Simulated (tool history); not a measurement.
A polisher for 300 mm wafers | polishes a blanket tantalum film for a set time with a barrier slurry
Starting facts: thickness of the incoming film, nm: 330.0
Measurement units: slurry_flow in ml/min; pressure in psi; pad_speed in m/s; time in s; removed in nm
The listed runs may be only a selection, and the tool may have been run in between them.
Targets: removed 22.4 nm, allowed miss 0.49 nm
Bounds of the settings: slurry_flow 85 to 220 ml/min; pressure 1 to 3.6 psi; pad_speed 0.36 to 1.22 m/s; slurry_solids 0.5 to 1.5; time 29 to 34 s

run 1 hour=0 | slurry_flow=140 pressure=2.3 pad_speed=0.78 slurry_solids=1 time=34 | removed=43.057
run 2 hour=3 | slurry_flow=120 pressure=2.3 pad_speed=0.78 slurry_solids=1 time=34 | removed=41.754
run 3 hour=7.9 | slurry_flow=105 pressure=2.3 pad_speed=0.78 slurry_solids=1 time=34 | removed=40.916
run 4 hour=14.3 | slurry_flow=100 pressure=1.9 pad_speed=0.78 slurry_solids=1 time=34 | removed=34.811
run 5 hour=20.5 | slurry_flow=100 pressure=1.9 pad_speed=0.6 slurry_solids=1 time=34 | removed=29.821
run 6 hour=27.5 | slurry_flow=100 pressure=2.4 pad_speed=0.6 slurry_solids=1 time=34 | removed=36.138
run 7 hour=32.8 | slurry_flow=95 pressure=2 pad_speed=0.6 slurry_solids=1 time=34 | removed=30.587
run 8 hour=38.8 | slurry_flow=95 pressure=2 pad_speed=0.6 slurry_solids=1 time=34 | removed=30.877
run 9 hour=44.7 | slurry_flow=95 pressure=1.7 pad_speed=0.6 slurry_solids=1 time=34 | removed=27.379
run 10 hour=51.1 | slurry_flow=90 pressure=1.2 pad_speed=0.6 slurry_solids=1 time=34 | removed=21.016
run 11 hour=57.3 | slurry_flow=95 pressure=1.2 pad_speed=0.6 slurry_solids=1 time=34 | removed=20.993
run 12 hour=58.4 | slurry_flow=130 pressure=1.3 pad_speed=0.6 slurry_solids=1 time=34 | removed=23.685
run 13 hour=63.5 | slurry_flow=120 pressure=1.3 pad_speed=0.6 slurry_solids=1 time=34 | removed=23.237
run 14 hour=70.1 | slurry_flow=115 pressure=1.3 pad_speed=0.6 slurry_solids=1 time=34 | removed=22.996
run 15 hour=71 | slurry_flow=110 pressure=1.3 pad_speed=0.6 slurry_solids=1 time=34 | removed=22.981

4 candidate next runs follow, results not yet known. Just one meets every target within its allowed miss. Identify it.
run A hour=71.9 | slurry_flow=110 pressure=1.2 pad_speed=0.7 slurry_solids=1.15 time=32 | removed=?
run B hour=71.9 | slurry_flow=125 pressure=1.2 pad_speed=0.68 slurry_solids=1.05 time=33 | removed=?
run C hour=71.9 | slurry_flow=110 pressure=1.3 pad_speed=0.64 slurry_solids=1 time=32 | removed=?
run D hour=71.9 | slurry_flow=115 pressure=1.2 pad_speed=0.66 slurry_solids=1.25 time=33 | removed=?

move=A removed=23.447
move=B removed=23.594
move=C removed=22.438
move=D removed=24.202
A: the biggest miss grows against the last run
B: the biggest miss grows against the last run
C: every result within its allowed miss
D: the biggest miss grows against the last run
Go with C: it meets all targets.
